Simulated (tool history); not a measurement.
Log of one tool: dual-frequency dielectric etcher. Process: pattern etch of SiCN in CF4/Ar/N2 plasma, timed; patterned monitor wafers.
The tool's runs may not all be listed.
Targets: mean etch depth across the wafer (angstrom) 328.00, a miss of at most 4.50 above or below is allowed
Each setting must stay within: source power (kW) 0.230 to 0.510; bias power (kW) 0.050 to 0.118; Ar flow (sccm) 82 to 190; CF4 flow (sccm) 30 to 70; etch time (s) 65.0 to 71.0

run    day  source power (kW)  bias power (kW)  Ar flow (sccm)  CF4 flow (sccm)  etch time (s)  mean etch depth across the wafer (angstrom)
  1  0.000              0.370            0.084             136               50           71.0                                       488.97
  2  0.100              0.370            0.084             148               50           71.0                                       486.68
  3  0.167              0.350            0.082             148               50           71.0                                       454.74
  4  0.258              0.410            0.082             148               50           71.0                                       525.66
  5  0.592              0.440            0.082             148               50           71.0                                       560.31
  6  0.738              0.420            0.080             148               50           71.0                                       529.77
  7  0.996              0.400            0.079             148               50           71.0                                       501.22
  8  1.146              0.330            0.075             149               50           71.0                                       403.83
  9  1.350              0.320            0.075             149               50           71.0                                       393.59
 10  1.650              0.310            0.075             149               50           71.0                                       380.84
 11  1.950              0.300            0.075             149               50           71.0                                       371.54
 12  2.079              0.290            0.075             149               50           71.0                                       355.97
 13  2.304              0.270            0.075             149               50           71.0                                       333.81

Exercise: of the 5 proposed moves below, exactly one satisfies all targets within the stated allowed misses. Which move is it?
  A  2.529              0.260            0.077             133               46           70.5                                            ?
  B  2.529              0.270            0.080             146               52           69.0                                            ?
  C  2.529              0.270            0.076             159               44           68.5                                            ?
  D  2.529              0.270            0.067             123               52           70.0                                            ?
  E  2.529              0.260            0.081             146               47           67.5                                            ?

move  mean etch depth across the wafer (angstrom)
   A                                       328.67
   B                                       343.41
   C                                       316.14
   D                                       318.04
   E                                       321.74
A: in spec on every target
B: its largest miss is bigger than the last run's
C: takes the result that was furthest off past its target
D: takes the result that was furthest off past its target
E: takes the result that was furthest off past its target
Correct choice: A, which meets every target
